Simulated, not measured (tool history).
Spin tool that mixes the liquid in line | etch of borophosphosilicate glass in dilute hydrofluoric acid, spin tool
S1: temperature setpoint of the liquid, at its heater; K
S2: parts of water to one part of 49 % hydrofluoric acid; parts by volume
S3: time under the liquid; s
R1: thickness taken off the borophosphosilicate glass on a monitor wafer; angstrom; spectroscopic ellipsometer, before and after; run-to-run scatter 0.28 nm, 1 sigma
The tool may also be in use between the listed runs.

Run 1, hour 0.0: S1 294.15 K, S2 50 parts by volume, S3 15 s. Result: R1 145.40 angstrom.
Run 2, hour 0.8: S1 295.65 K, S2 45 parts by volume, S3 15 s. Result: R1 170.93 angstrom.
Run 3, hour 7.3: S1 296.65 K, S2 40 parts by volume, S3 15 s. Result: R1 203.25 angstrom.
Run 4, hour 12.5: S1 296.65 K, S2 60 parts by volume, S3 15 s. Result: R1 131.59 angstrom.
Run 5, hour 14.2: S1 296.65 K, S2 60 parts by volume, S3 15 s. Result: R1 131.57 angstrom.
Run 6, hour 19.4: S1 299.15 K, S2 60 parts by volume, S3 15 s. Result: R1 148.38 angstrom.
Run 7, hour 21.9: S1 299.65 K, S2 55 parts by volume, S3 15 s. Result: R1 161.43 angstrom.

Forecast run 8:
Run 8, hour 24.3: S1 300.15 K, S2 50 parts by volume, S3 15 s. Result: R1 ?.

Run 8 measured R1 187.25 angstrom.
